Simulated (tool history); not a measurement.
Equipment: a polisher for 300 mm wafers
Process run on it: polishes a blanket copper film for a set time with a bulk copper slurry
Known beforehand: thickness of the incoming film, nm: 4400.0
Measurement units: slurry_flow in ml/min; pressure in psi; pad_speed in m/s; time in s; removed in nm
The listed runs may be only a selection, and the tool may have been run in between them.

{"run": 1, "hour": 0.0, "slurry_flow": 165, "pressure": 3.0, "pad_speed": 1.04, "slurry_solids": 1.0, "time": 19, "removed": 177.68}
{"run": 2, "hour": 1.9, "slurry_flow": 160, "pressure": 2.8, "pad_speed": 1.04, "slurry_solids": 1.0, "time": 19, "removed": 166.65}
{"run": 3, "hour": 8.4, "slurry_flow": 155, "pressure": 2.7, "pad_speed": 1.04, "slurry_solids": 1.0, "time": 19, "removed": 162.57}
{"run": 4, "hour": 16.5, "slurry_flow": 155, "pressure": 3.3, "pad_speed": 1.04, "slurry_solids": 1.0, "time": 19, "removed": 192.25}
{"run": 5, "hour": 23.9, "slurry_flow": 150, "pressure": 3.1, "pad_speed": 1.04, "slurry_solids": 1.0, "time": 19, "removed": 180.61}
{"run": 6, "hour": 26.7, "slurry_flow": 150, "pressure": 3.1, "pad_speed": 0.82, "slurry_solids": 1.0, "time": 19, "removed": 143.53}
{"run": 7, "hour": 29.1, "slurry_flow": 145, "pressure": 3.0, "pad_speed": 0.82, "slurry_solids": 1.0, "time": 19, "removed": 139.1}
{"run": 8, "hour": 35.8, "slurry_flow": 140, "pressure": 2.9, "pad_speed": 0.82, "slurry_solids": 1.0, "time": 19, "removed": 133.89}

The next listed run, before its measurement:
{"run": 9, "hour": 36.8, "slurry_flow": 135, "pressure": 2.9, "pad_speed": 0.82, "slurry_solids": 1.0, "time": 19, "removed": "?"}

{"run 9": {"removed": 131.6}}
